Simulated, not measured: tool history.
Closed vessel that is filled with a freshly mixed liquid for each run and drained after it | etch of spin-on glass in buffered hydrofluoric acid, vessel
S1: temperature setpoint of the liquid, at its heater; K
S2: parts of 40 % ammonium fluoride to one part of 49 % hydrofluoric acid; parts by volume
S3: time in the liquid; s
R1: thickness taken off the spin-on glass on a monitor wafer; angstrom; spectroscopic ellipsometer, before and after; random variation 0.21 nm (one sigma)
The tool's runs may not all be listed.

run  hour      S1    S2  S3      R1
  1   0.0  296.15  21.0  30  410.43
  2   8.6  296.15  18.5  30  458.97
  3  13.4  296.15  16.0  30  528.54
  4  15.6  292.65  16.0  30  431.35
  5  22.7  292.15  19.0  30  357.64
  6  24.5  294.65  19.0  30  411.62

Run 7 comes next. What will it give?
  7  33.6  293.65  21.0  30   ?

R1: 360.82 angstrom
